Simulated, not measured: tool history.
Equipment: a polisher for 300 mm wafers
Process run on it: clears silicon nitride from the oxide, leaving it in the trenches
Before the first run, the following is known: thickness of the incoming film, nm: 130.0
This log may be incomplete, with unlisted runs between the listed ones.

| run | hour | flow of slurry (ml/min) | pressure of the wafer on the pad (kPa) | speed of the pad under the wafer (m/s) | overpolish time after the end point (s) | time until the end point was called (s) |
|---|---|---|---|---|---|---|
| 1 | 0.0 | 285 | 20.7 | 1.24 | 19 | 115.520 |
| 2 | 4.1 | 285 | 20.7 | 1.42 | 19 | 102.370 |
| 3 | 10.2 | 285 | 18.6 | 1.42 | 19 | 110.510 |
| 4 | 18.2 | 310 | 18.6 | 1.42 | 19 | 107.910 |
| 5 | 22.1 | 320 | 20.0 | 1.42 | 19 | 103.170 |
| 6 | 25.5 | 320 | 20.7 | 1.42 | 19 | 100.650 |

Expected results for the next run?
| 7 | 33.6 | 320 | 21.4 | 1.42 | 19 | ? |

{"run 7": {"time until the end point was called (s)": 96.093}}
